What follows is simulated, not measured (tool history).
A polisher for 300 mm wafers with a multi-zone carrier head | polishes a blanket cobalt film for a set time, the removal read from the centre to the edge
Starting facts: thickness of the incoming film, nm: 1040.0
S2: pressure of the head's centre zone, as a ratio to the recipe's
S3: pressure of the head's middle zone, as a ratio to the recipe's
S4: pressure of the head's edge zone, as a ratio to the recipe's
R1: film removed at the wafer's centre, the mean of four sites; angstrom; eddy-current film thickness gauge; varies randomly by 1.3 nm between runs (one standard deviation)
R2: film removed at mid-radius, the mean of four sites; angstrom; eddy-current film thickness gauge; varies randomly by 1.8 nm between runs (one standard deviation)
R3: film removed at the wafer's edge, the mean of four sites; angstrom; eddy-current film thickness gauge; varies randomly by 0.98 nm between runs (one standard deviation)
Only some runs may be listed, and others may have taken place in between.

run 1 hour=0 | flow_of_slurry_(ml/min)=150 S2=1 S3=1 S4=1 polishing_time_(s)=51 | R1=1883.8 R2=1952.4 R3=1969.3
run 2 hour=2.5 | flow_of_slurry_(ml/min)=150 S2=1 S3=1 S4=1 polishing_time_(s)=46 | R1=1733.9 R2=1742.9 R3=1764
run 3 hour=6.7 | flow_of_slurry_(ml/min)=150 S2=1 S3=1 S4=1 polishing_time_(s)=35 | R1=1294.7 R2=1336.7 R3=1338
run 4 hour=14.4 | flow_of_slurry_(ml/min)=150 S2=1 S3=1.04 S4=1 polishing_time_(s)=35 | R1=1288.5 R2=1384.6 R3=1355.6
run 5 hour=19.2 | flow_of_slurry_(ml/min)=150 S2=1 S3=1.04 S4=1 polishing_time_(s)=27 | R1=1037 R2=1075 R3=1055
run 6 hour=26.4 | flow_of_slurry_(ml/min)=150 S2=1 S3=1.04 S4=0.96 polishing_time_(s)=27 | R1=1008.2 R2=1060.7 R3=1030.8
run 7 hour=34.7 | flow_of_slurry_(ml/min)=160 S2=0.99 S3=1.06 S4=0.97 polishing_time_(s)=27 | R1=998.88 R2=1117.4 R3=1020.7
run 8 hour=42.3 | flow_of_slurry_(ml/min)=165 S2=0.98 S3=1.07 S4=1 polishing_time_(s)=27 | R1=996.41 R2=1110.2 R3=1065.6
run 9 hour=44.7 | flow_of_slurry_(ml/min)=170 S2=0.98 S3=1.09 S4=1 polishing_time_(s)=28 | R1=1055.6 R2=1152.2 R3=1103.2
run 10 hour=49.7 | flow_of_slurry_(ml/min)=170 S2=0.98 S3=1.09 S4=1 polishing_time_(s)=28 | R1=1062.8 R2=1173.8 R3=1106

Run 11, settings as shown, results not yet in. Your forecast:
run 11 hour=53.4 | flow_of_slurry_(ml/min)=175 S2=0.97 S3=1.11 S4=1 polishing_time_(s)=29 | R1=? R2=? R3=?

For run 11 the tool returned R1 1095.6 angstrom, R2 1264.3 angstrom, R3 1143.3 angstrom.
